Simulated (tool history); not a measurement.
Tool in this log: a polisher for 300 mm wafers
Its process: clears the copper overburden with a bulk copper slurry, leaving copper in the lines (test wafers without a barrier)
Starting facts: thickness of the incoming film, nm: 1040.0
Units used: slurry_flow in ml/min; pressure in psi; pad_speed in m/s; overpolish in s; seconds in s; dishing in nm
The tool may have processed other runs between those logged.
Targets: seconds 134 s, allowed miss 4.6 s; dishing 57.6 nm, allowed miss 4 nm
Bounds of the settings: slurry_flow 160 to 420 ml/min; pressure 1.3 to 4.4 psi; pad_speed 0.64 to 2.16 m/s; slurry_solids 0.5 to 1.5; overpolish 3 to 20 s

run 1 day=0 | slurry_flow=270 pressure=2.8 pad_speed=1.4 slurry_solids=1 overpolish=10 | seconds=102.77 dishing=60.825
run 2 day=0.046 | slurry_flow=270 pressure=2.8 pad_speed=1.64 slurry_solids=1 overpolish=10 | seconds=90.726 dishing=66.134
run 3 day=0.4 | slurry_flow=270 pressure=2.8 pad_speed=1.64 slurry_solids=1 overpolish=7 | seconds=89.19 dishing=53.639
run 4 day=0.717 | slurry_flow=220 pressure=2.8 pad_speed=1.64 slurry_solids=1 overpolish=7 | seconds=92.903 dishing=53.203
run 5 day=0.942 | slurry_flow=210 pressure=2.5 pad_speed=1.64 slurry_solids=1 overpolish=9 | seconds=103.81 dishing=55.964
run 6 day=0.975 | slurry_flow=210 pressure=2.5 pad_speed=1.64 slurry_solids=1 overpolish=7 | seconds=104.2 dishing=48.786
run 7 day=1.221 | slurry_flow=205 pressure=2.3 pad_speed=1.64 slurry_solids=1 overpolish=9 | seconds=112.61 dishing=52.826
run 8 day=1.542 | slurry_flow=205 pressure=2.3 pad_speed=1.64 slurry_solids=1 overpolish=9 | seconds=111.5 dishing=52.21
run 9 day=1.592 | slurry_flow=200 pressure=2.2 pad_speed=1.62 slurry_solids=1 overpolish=10 | seconds=118.3 dishing=53.768
run 10 day=1.775 | slurry_flow=195 pressure=2.1 pad_speed=1.62 slurry_solids=1 overpolish=11 | seconds=125.14 dishing=54.539
run 11 day=2.146 | slurry_flow=190 pressure=2.1 pad_speed=1.62 slurry_solids=1 overpolish=12 | seconds=126.17 dishing=55.867

Exercise: of the 5 proposed moves below, exactly one satisfies all targets within the stated allowed misses. Which move is it?
run A day=2.517 | slurry_flow=160 pressure=2.2 pad_speed=1.58 slurry_solids=1.1 overpolish=11 | seconds=? dishing=?
run B day=2.517 | slurry_flow=190 pressure=2.2 pad_speed=1.64 slurry_solids=0.9 overpolish=14 | seconds=? dishing=?
run C day=2.517 | slurry_flow=330 pressure=2.3 pad_speed=1.3 slurry_solids=1.05 overpolish=11 | seconds=? dishing=?
run D day=2.517 | slurry_flow=270 pressure=1.5 pad_speed=2.14 slurry_solids=0.95 overpolish=13 | seconds=? dishing=?
run E day=2.517 | slurry_flow=220 pressure=2.1 pad_speed=1.58 slurry_solids=0.95 overpolish=9 | seconds=? dishing=?

move=A seconds=122.07 dishing=56.568
move=B seconds=121.24 dishing=65.428
move=C seconds=127.31 dishing=55.299
move=D seconds=137.12 dishing=55.95
move=E seconds=127.3 dishing=47.987
A: moves away from the targets compared with the last run
B: moves away from the targets compared with the last run
C: gains on the last run, yet a result remains outside its allowed miss
D: all results in spec
E: moves away from the targets compared with the last run
Answer: D

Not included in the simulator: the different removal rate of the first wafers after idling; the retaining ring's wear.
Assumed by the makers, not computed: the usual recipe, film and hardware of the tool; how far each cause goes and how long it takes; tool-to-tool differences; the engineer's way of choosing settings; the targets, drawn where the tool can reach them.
